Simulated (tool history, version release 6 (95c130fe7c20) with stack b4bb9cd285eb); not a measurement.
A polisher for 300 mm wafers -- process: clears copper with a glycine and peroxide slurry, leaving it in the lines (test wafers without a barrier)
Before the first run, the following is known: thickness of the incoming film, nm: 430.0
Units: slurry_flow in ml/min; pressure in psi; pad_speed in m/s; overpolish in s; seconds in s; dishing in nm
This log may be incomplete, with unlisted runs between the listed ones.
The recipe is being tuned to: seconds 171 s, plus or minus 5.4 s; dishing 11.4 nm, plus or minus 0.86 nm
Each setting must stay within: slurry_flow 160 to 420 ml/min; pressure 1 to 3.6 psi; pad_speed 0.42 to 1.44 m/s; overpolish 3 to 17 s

run,hour,slurry_flow,pressure,pad_speed,overpolish,seconds,dishing
1,0,270,2.3,0.92,9,121.36,15.288
2,2.6,270,2.2,0.92,9,128.1,14.169
3,6.3,270,2.1,0.92,9,131.57,14.392
4,13.4,270,2.1,0.72,9,151.43,13.458
5,18.4,270,1.9,0.72,8,163.25,11.751
6,20.7,270,2.2,0.72,8,150.44,11.946
# hour 21.8: slurry nozzle cleaned
7,21.8,270,2.1,0.72,8,147.44,13.106
8,23.9,270,2,0.72,8,151.36,11.902
9,31.7,270,1.9,0.72,8,155.95,11.38
10,33,265,1.7,0.7,9,165.47,12.349

Next run, 5 choices. One meets every target within its allowed miss, the rest don't. Which?
A,34.3,275,2.3,0.6,8,?,?
B,34.3,285,1.6,0.78,11,?,?
C,34.3,225,1.3,0.84,8,?,?
D,34.3,250,2.2,0.6,10,?,?
E,34.3,230,1.9,0.62,11,?,?

move,seconds,dishing
A,158.7,12.346
B,162.73,14.87
C,174.2,11.501
D,163.63,14.069
E,174.15,14.404
A: moves away from the targets compared with the last run
B: moves away from the targets compared with the last run
C: meets every target
D: moves away from the targets compared with the last run
E: moves away from the targets compared with the last run
Go with C: it meets all targets.
